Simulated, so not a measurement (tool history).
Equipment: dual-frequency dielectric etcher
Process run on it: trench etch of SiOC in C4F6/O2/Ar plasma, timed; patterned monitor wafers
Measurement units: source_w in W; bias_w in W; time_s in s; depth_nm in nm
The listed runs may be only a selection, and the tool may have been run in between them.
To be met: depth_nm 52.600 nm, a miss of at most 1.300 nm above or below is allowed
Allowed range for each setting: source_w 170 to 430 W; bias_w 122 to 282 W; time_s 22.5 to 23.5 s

| run | day | source_w | bias_w | time_s | depth_nm |
|---|---|---|---|---|---|
| 1 | 0.000 | 300 | 202 | 22.5 | 45.218 |
| 2 | 0.033 | 330 | 207 | 22.5 | 46.303 |
| 3 | 0.267 | 330 | 182 | 22.5 | 43.993 |
| 4 | 0.296 | 330 | 211 | 22.5 | 47.036 |
| 5 | 0.621 | 350 | 219 | 22.5 | 48.121 |
| 6 | 0.775 | 400 | 219 | 22.5 | 50.247 |
| 7 | 0.879 | 400 | 223 | 22.5 | 49.867 |
| 8 | 1.171 | 400 | 223 | 22.5 | 50.198 |
| 9 | 1.267 | 400 | 228 | 22.5 | 50.333 |

Below are 4 possible settings for the next run. Only one of them brings all results inside the allowed miss of their targets. Which is it?
| A | 1.362 | 430 | 236 | 22.5 | ? |
| B | 1.362 | 430 | 199 | 23.0 | ? |
| C | 1.362 | 380 | 205 | 23.0 | ? |
| D | 1.362 | 380 | 225 | 22.5 | ? |

| move | depth_nm |
|---|---|
| A | 51.926 |
| B | 49.795 |
| C | 48.666 |
| D | 49.307 |
A: hits every target within its allowed miss
B: its largest miss is bigger than the last run's
C: its largest miss is bigger than the last run's
D: its largest miss is bigger than the last run's
The move that meets every target is A.
